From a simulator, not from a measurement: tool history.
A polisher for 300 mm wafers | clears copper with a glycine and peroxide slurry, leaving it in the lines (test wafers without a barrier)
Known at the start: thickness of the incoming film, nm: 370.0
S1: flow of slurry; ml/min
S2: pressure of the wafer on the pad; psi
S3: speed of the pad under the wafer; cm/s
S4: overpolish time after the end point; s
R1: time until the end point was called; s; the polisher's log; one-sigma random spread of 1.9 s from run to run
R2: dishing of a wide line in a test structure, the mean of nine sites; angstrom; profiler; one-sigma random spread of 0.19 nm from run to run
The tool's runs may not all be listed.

run    day   S1   S2   S3  S4      R1      R2
  1      0  245  2.6   88   8   100.9  209.48
  2  0.229  245  2.6   96   8  93.464  226.94
  3  0.442  245  2.4   94   8  101.73  214.35
  4  0.488  245  2.4   78   8  113.51  189.94
      0.65  -- slurry nozzle cleaned
  5   0.65  245  2.4  100   8  90.281  234.27
  6  0.929  245  2.3   96   8  95.045  223.83
  7  1.171  245  2.2   90   8  103.44   211.3
  8  1.212  240  1.5   76   6  146.02  114.31

Expected results for the next run?
  9  1.45  235  1.4  76   8   ?   ?

{"run 9": {"R1": 152.88, "R2": 146.36}}

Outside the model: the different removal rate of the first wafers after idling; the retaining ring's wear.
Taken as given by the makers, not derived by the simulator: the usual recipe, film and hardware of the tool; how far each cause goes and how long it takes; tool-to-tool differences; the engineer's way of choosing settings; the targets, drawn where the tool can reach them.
